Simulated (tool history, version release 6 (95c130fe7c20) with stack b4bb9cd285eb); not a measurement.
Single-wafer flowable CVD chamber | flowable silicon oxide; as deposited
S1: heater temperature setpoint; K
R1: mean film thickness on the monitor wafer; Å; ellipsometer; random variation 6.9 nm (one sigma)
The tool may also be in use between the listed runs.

run 1 hour=0.0 | S1=373.15 chamber_pressure_(mTorr)=858 RF_power_(kW)=2.420 deposition_time_(s)=944 | R1=6383.9
run 2 hour=1.8 | S1=368.15 chamber_pressure_(mTorr)=859 RF_power_(kW)=2.420 deposition_time_(s)=944 | R1=7355.5
run 3 hour=7.9 | S1=368.15 chamber_pressure_(mTorr)=727 RF_power_(kW)=2.420 deposition_time_(s)=944 | R1=6240.4
run 4 hour=9.9 | S1=363.15 chamber_pressure_(mTorr)=739 RF_power_(kW)=2.420 deposition_time_(s)=944 | R1=7272.7
run 5 hour=19.1 | S1=359.15 chamber_pressure_(mTorr)=756 RF_power_(kW)=2.425 deposition_time_(s)=944 | R1=8479.0
run 6 hour=25.3 | S1=359.15 chamber_pressure_(mTorr)=756 RF_power_(kW)=2.295 deposition_time_(s)=944 | R1=8322.3

The next listed run, before its measurement:
run 7 hour=33.4 | S1=349.15 chamber_pressure_(mTorr)=785 RF_power_(kW)=2.300 deposition_time_(s)=944 | R1=?

R1: 11246.0 Å
